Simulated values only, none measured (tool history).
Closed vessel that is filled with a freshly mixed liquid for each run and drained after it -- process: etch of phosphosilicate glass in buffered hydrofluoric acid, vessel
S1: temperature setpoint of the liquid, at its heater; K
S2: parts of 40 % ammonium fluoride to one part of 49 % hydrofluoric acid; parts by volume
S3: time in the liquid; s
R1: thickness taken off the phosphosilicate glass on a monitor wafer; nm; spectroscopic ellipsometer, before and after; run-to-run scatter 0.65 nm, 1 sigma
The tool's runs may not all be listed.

{"run": 1, "hour": 0.0, "S1": 295.15, "S2": 8, "S3": 35, "R1": 216.74}
{"run": 2, "hour": 8.0, "S1": 294.65, "S2": 8.5, "S3": 35, "R1": 198.26}
{"run": 3, "hour": 10.8, "S1": 296.65, "S2": 8.5, "S3": 35, "R1": 218.99}
{"run": 4, "hour": 13.6, "S1": 295.65, "S2": 8.5, "S3": 35, "R1": 208.9}
{"run": 5, "hour": 17.7, "S1": 294.65, "S2": 8.5, "S3": 35, "R1": 199.44}
{"run": 6, "hour": 24.0, "S1": 292.15, "S2": 8.5, "S3": 35, "R1": 172.11}
{"run": 7, "hour": 27.0, "S1": 291.65, "S2": 8.5, "S3": 35, "R1": 166.28}
{"run": 8, "hour": 34.0, "S1": 290.65, "S2": 9, "S3": 35, "R1": 147.41}

Expected results for the next run?
{"run": 9, "hour": 34.7, "S1": 290.15, "S2": 9.5, "S3": 35, "R1": "?"}

{"run 9": {"R1": 139.93}}
